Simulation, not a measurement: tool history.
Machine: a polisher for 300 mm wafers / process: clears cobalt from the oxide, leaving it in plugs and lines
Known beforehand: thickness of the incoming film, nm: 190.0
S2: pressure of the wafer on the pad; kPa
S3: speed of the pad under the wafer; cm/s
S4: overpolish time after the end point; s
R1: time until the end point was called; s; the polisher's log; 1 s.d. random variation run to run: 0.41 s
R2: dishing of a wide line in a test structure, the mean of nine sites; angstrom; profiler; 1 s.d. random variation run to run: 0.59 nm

run 1 hour=0.0 | flow_of_slurry_(ml/min)=295 S2=12.4 S3=86 S4=18 | R1=43.279 R2=468.76
run 2 hour=2.5 | flow_of_slurry_(ml/min)=330 S2=12.4 S3=86 S4=18 | R1=42.782 R2=466.94
run 3 hour=4.8 | flow_of_slurry_(ml/min)=325 S2=11.7 S3=86 S4=19 | R1=45.207 R2=474.69
run 4 hour=8.7 | flow_of_slurry_(ml/min)=320 S2=11.0 S3=86 S4=19 | R1=48.219 R2=451.74
run 5 hour=10.1 | flow_of_slurry_(ml/min)=320 S2=13.1 S3=86 S4=19 | R1=40.212 R2=493.49
run 6 hour=12.2 | flow_of_slurry_(ml/min)=320 S2=13.1 S3=86 S4=12 | R1=40.707 R2=389.95
run 7 hour=20.1 | flow_of_slurry_(ml/min)=315 S2=12.4 S3=86 S4=14 | R1=43.549 R2=400.28
run 8 hour=21.5 | flow_of_slurry_(ml/min)=305 S2=11.7 S3=86 S4=16 | R1=45.459 R2=424.88
run 9 hour=30.0 | flow_of_slurry_(ml/min)=300 S2=9.7 S3=86 S4=21 | R1=55.569 R2=443.63
run 10 hour=35.4 | flow_of_slurry_(ml/min)=320 S2=11.0 S3=86 S4=21 | R1=48.676 R2=483.80
run 11 hour=36.4 | flow_of_slurry_(ml/min)=315 S2=11.0 S3=86 S4=21 | R1=48.654 R2=475.97

The next listed run, before its measurement:
run 12 hour=42.9 | flow_of_slurry_(ml/min)=310 S2=11.0 S3=86 S4=21 | R1=? R2=?

R1: 48.326 s
R2: 481.42 angstrom
